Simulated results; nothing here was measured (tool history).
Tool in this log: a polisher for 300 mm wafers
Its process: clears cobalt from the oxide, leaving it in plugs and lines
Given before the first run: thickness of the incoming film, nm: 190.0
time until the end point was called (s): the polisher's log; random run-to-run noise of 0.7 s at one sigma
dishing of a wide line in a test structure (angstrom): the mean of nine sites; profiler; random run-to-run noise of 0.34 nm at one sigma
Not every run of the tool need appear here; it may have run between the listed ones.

run,hour,flow of slurry (ml/min),pressure of the wafer on the pad (kPa),speed of the pad under the wafer (m/s),overpolish time after the end point (s),time until the end point was called (s),dishing of a wide line in a test structure (angstrom)
1,0,295,14.5,0.98,14,42.795,310.93
2,2.5,295,13.1,0.98,14,48.287,289.74
3,3.4,295,13.1,0.82,14,57.065,266.79
4,4.5,295,13.1,0.96,14,48.197,289.1
5,11.5,295,12.4,0.96,12,51.133,259.95
6,17.6,295,9.7,0.96,12,65.064,213.66
7,19.2,295,10.3,0.96,11,61.25,208.19

Run 8 is up next; what results do you expect?
8,27.7,295,10.3,0.96,10,?,?

{"run 8": {"time until the end point was called (s)": 59.789, "dishing of a wide line in a test structure (angstrom)": 196.56}}

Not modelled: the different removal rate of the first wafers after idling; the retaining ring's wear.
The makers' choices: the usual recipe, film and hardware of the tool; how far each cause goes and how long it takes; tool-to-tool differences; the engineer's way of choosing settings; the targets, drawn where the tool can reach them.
